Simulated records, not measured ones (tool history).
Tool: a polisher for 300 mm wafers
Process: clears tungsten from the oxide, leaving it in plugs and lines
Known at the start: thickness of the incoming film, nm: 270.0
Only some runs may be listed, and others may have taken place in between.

run	day	flow of slurry (ml/min)	pressure of the wafer on the pad (psi)	speed of the pad under the wafer (cm/s)	abrasive content of the slurry	overpolish time after the end point (s)	time until the end point was called (s)
1	0.000	125	3.1	86	1.0	44	79.014
2	0.312	130	3.2	86	1.0	44	74.730
3	0.675	135	3.3	86	1.0	44	71.538
4	1.042	140	3.4	86	1.0	44	69.074
5	1.238	145	3.5	86	1.0	44	67.088
6	1.446	145	3.1	86	1.0	44	76.132
7	1.575	145	3.2	86	1.0	44	73.566

For run 8, what comes out?
8	1.800	145	3.3	86	1.0	44	?

time until the end point was called (s): 72.147

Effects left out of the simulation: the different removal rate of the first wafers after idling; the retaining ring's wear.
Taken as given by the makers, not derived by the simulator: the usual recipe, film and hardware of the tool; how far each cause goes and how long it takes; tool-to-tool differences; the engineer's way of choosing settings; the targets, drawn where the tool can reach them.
